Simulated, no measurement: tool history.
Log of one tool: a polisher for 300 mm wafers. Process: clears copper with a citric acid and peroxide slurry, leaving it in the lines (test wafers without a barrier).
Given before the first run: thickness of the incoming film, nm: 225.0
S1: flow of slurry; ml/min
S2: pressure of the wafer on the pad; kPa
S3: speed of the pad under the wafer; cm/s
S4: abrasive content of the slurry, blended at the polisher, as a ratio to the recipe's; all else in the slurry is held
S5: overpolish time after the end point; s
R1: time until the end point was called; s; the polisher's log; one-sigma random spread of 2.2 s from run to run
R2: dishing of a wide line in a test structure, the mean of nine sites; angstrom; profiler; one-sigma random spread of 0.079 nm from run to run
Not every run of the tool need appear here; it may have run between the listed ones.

run    day   S1    S2  S3   S4  S5      R1      R2
  1      0  150  14.5  96    1  12  120.85  159.06
  2  0.175  150  14.5  86    1  12  134.96  142.21
  3  0.238  160  13.8  86    1  10   136.6   117.3
  4   0.35  160  15.2  86    1  10  127.47  127.98
  5  0.642  170  13.8  86    1   9  136.65  107.53
  6  0.758  170  13.8  86  1.2   9  133.46  111.51

What does the tool deliver on the next run?
  7  0.95  175  13.1  86  1.2   8   ?   ?

R1: 138.67 s
R2: 95.257 angstrom
